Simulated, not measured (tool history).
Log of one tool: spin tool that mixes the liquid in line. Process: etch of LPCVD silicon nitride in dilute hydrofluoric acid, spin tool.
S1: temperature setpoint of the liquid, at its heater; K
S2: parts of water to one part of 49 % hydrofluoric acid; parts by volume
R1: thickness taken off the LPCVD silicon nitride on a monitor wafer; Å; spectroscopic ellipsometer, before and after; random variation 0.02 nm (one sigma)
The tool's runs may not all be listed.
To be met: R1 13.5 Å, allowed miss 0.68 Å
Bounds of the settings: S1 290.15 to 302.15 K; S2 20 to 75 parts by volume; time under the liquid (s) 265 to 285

Run 1, hour 0: S1 294.15 K, S2 45 parts by volume, time under the liquid (s) 265. Result: R1 19.449 Å.
Run 2, hour 4: S1 293.65 K, S2 45 parts by volume, time under the liquid (s) 265. Result: R1 18.173 Å.
Run 3, hour 12: S1 293.15 K, S2 45 parts by volume, time under the liquid (s) 265. Result: R1 17.567 Å.
Run 4, hour 15.2: S1 292.65 K, S2 45 parts by volume, time under the liquid (s) 265. Result: R1 16.867 Å.
Run 5, hour 16.2: S1 292.15 K, S2 45 parts by volume, time under the liquid (s) 265. Result: R1 16.495 Å.
Run 6, hour 20.8: S1 292.15 K, S2 50 parts by volume, time under the liquid (s) 265. Result: R1 14.748 Å.
At hour 25.8: thermometer replaced.
Run 7, hour 25.8: S1 291.65 K, S2 50 parts by volume, time under the liquid (s) 265. Result: R1 17.09 Å.
Run 8, hour 34.7: S1 291.15 K, S2 55 parts by volume, time under the liquid (s) 265. Result: R1 14.795 Å.

Which of these 5 next moves meets every target?
Run A, hour 43.6: S1 290.15 K, S2 50 parts by volume, time under the liquid (s) 275. Result: R1 ?.
Run B, hour 43.6: S1 290.15 K, S2 50 parts by volume, time under the liquid (s) 265. Result: R1 ?.
Run C, hour 43.6: S1 290.65 K, S2 55 parts by volume, time under the liquid (s) 270. Result: R1 ?.
Run D, hour 43.6: S1 290.15 K, S2 60 parts by volume, time under the liquid (s) 280. Result: R1 ?.
Run E, hour 43.6: S1 291.65 K, S2 55 parts by volume, time under the liquid (s) 265. Result: R1 ?.

move      R1
   A  15.646
   B  15.077
   C  14.512
   D  13.351
   E  15.282
A: further off than the last run
B: further off than the last run
C: nearer than the last run, and not there yet
D: meets every target
E: further off than the last run
Answer: D
